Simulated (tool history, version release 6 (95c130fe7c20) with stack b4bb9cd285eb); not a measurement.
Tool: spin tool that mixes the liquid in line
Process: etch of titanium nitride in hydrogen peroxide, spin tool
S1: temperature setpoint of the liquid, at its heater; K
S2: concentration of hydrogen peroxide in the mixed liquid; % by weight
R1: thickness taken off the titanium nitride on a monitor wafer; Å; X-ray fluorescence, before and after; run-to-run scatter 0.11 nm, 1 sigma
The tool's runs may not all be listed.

{"run": 1, "hour": 0.0, "S1": 324.15, "S2": 21.5, "time under the liquid (s)": 270, "R1": 212.17}
{"run": 2, "hour": 8.2, "S1": 323.15, "S2": 21.5, "time under the liquid (s)": 270, "R1": 198.55}
{"run": 3, "hour": 11.3, "S1": 322.15, "S2": 21.5, "time under the liquid (s)": 270, "R1": 188.99}
{"run": 4, "hour": 16.5, "S1": 321.15, "S2": 21.5, "time under the liquid (s)": 270, "R1": 172.6}
{"run": 5, "hour": 25.0, "S1": 321.15, "S2": 17, "time under the liquid (s)": 270, "R1": 165.64}
{"run": 6, "hour": 32.5, "S1": 321.15, "S2": 17, "time under the liquid (s)": 290, "R1": 179.31}
{"run": 7, "hour": 35.8, "S1": 320.65, "S2": 17, "time under the liquid (s)": 290, "R1": 171.84}
{"run": 8, "hour": 42.0, "S1": 320.15, "S2": 17, "time under the liquid (s)": 290, "R1": 163.98}
{"run": 9, "hour": 45.8, "S1": 319.65, "S2": 17, "time under the liquid (s)": 290, "R1": 158.55}

Run 10, settings as shown, results not yet in. Your forecast:
{"run": 10, "hour": 48.6, "S1": 319.15, "S2": 17, "time under the liquid (s)": 290, "R1": "?"}

Logged for run 10: R1 151.52 Å.
